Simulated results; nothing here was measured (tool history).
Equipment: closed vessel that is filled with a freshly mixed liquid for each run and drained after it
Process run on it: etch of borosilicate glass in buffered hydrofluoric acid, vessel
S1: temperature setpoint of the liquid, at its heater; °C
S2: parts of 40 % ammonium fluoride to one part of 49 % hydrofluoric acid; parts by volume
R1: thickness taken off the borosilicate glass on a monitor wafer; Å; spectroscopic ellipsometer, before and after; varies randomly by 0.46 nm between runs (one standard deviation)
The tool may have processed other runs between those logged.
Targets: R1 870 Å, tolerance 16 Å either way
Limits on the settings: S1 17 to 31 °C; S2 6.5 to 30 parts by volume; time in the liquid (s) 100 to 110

{"run": 1, "hour": 0.0, "S1": 23, "S2": 19.5, "time in the liquid (s)": 100, "R1": 615.52}
{"run": 2, "hour": 5.3, "S1": 26.5, "S2": 19.5, "time in the liquid (s)": 100, "R1": 735.74}
{"run": 3, "hour": 9.0, "S1": 26.5, "S2": 19.5, "time in the liquid (s)": 100, "R1": 740.41}
{"run": 4, "hour": 10.0, "S1": 26.5, "S2": 19.5, "time in the liquid (s)": 100, "R1": 746.42}
{"run": 5, "hour": 12.4, "S1": 24.5, "S2": 19.5, "time in the liquid (s)": 100, "R1": 669.75}
{"run": 6, "hour": 15.4, "S1": 24.5, "S2": 19.5, "time in the liquid (s)": 100, "R1": 667.09}
{"run": 7, "hour": 24.4, "S1": 26, "S2": 19.5, "time in the liquid (s)": 100, "R1": 724.21}
{"run": 8, "hour": 26.2, "S1": 27, "S2": 19.5, "time in the liquid (s)": 100, "R1": 763.26}
{"run": 9, "hour": 31.2, "S1": 27.5, "S2": 19.5, "time in the liquid (s)": 100, "R1": 785.73}
{"run": 10, "hour": 40.0, "S1": 28, "S2": 19.5, "time in the liquid (s)": 100, "R1": 810.25}
{"run": 11, "hour": 40.7, "S1": 28.5, "S2": 19.5, "time in the liquid (s)": 100, "R1": 826.83}
{"run": 12, "hour": 44.0, "S1": 29, "S2": 19.5, "time in the liquid (s)": 100, "R1": 849.81}
{"run": 13, "hour": 47.5, "S1": 29, "S2": 19.5, "time in the liquid (s)": 100, "R1": 844.58}

4 candidate next runs follow, results not yet known. Just one meets every target within its allowed miss. Identify it.
{"run": "A", "hour": 51.0, "S1": 27, "S2": 20.5, "time in the liquid (s)": 110, "R1": "?"}
{"run": "B", "hour": 51.0, "S1": 30, "S2": 22.5, "time in the liquid (s)": 100, "R1": "?"}
{"run": "C", "hour": 51.0, "S1": 29, "S2": 19, "time in the liquid (s)": 100, "R1": "?"}
{"run": "D", "hour": 51.0, "S1": 27, "S2": 18.5, "time in the liquid (s)": 100, "R1": "?"}

move=A R1=810.5
move=B R1=809.05
move=C R1=875.99
move=D R1=809.62
A: lands further from the targets than the last run did
B: lands further from the targets than the last run did
C: every result within its allowed miss
D: lands further from the targets than the last run did
Go with C: it meets all targets.

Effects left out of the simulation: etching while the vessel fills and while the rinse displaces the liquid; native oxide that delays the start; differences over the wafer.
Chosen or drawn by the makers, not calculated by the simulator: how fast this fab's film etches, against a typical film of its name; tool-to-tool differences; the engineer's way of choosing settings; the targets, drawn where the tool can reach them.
